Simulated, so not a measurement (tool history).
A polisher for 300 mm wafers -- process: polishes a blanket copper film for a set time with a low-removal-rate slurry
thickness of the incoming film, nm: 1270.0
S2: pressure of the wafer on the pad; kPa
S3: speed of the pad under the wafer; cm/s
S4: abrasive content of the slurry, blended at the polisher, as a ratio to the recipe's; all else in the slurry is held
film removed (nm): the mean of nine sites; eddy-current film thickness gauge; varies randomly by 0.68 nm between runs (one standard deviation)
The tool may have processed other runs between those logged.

run 1 day=0.000 | flow_of_slurry_(ml/min)=270 S2=22.8 S3=122 S4=1.0 polishing_time_(s)=22 | film_removed_(nm)=102.240
run 2 day=0.238 | flow_of_slurry_(ml/min)=270 S2=22.1 S3=122 S4=1.0 polishing_time_(s)=22 | film_removed_(nm)=98.756
run 3 day=0.454 | flow_of_slurry_(ml/min)=270 S2=21.4 S3=122 S4=1.0 polishing_time_(s)=22 | film_removed_(nm)=96.992
run 4 day=0.567 | flow_of_slurry_(ml/min)=270 S2=20.7 S3=122 S4=1.0 polishing_time_(s)=22 | film_removed_(nm)=95.065
run 5 day=0.854 | flow_of_slurry_(ml/min)=320 S2=20.7 S3=122 S4=1.0 polishing_time_(s)=22 | film_removed_(nm)=95.283
run 6 day=1.175 | flow_of_slurry_(ml/min)=320 S2=22.8 S3=122 S4=1.0 polishing_time_(s)=22 | film_removed_(nm)=103.980
run 7 day=1.554 | flow_of_slurry_(ml/min)=320 S2=22.1 S3=122 S4=1.0 polishing_time_(s)=22 | film_removed_(nm)=101.490

Expected results for the next run?
run 8 day=1.746 | flow_of_slurry_(ml/min)=320 S2=21.4 S3=122 S4=1.0 polishing_time_(s)=22 | film_removed_(nm)=?

film removed (nm): 98.115

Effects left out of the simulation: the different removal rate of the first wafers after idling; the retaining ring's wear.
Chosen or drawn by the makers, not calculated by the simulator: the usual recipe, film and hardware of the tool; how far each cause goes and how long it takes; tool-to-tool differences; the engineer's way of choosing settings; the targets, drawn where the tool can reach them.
